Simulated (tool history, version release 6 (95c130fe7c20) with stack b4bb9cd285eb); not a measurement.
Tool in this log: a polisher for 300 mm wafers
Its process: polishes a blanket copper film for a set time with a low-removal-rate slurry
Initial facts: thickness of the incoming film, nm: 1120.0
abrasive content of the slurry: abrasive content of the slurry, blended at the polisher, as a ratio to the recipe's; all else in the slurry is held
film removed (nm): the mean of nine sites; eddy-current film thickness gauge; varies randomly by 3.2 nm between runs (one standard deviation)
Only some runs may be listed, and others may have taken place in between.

run,hour,flow of slurry (ml/min),pressure of the wafer on the pad (kPa),speed of the pad under the wafer (m/s),abrasive content of the slurry,polishing time (s),film removed (nm)
1,0.0,230,20.0,1.14,1.0,108,337.46
2,5.0,230,20.0,1.14,1.0,114,345.61
3,13.2,275,20.0,1.14,1.0,114,347.09
4,13.8,275,20.0,1.14,0.9,114,344.70
5,19.2,275,20.0,1.14,0.9,114,349.61
6,27.1,275,18.6,1.14,0.9,114,319.78
7,30.0,275,17.9,1.14,0.9,114,315.17
8,35.4,275,17.2,1.14,0.9,114,305.74
9,43.4,275,16.5,1.14,0.9,114,286.84
10,47.4,275,15.9,1.14,0.9,114,282.12
11,55.9,275,15.2,1.14,0.9,114,260.28

What will run 12 give?
12,57.7,275,14.5,1.14,0.9,114,?

Run 12 produced film removed (nm) 255.80.
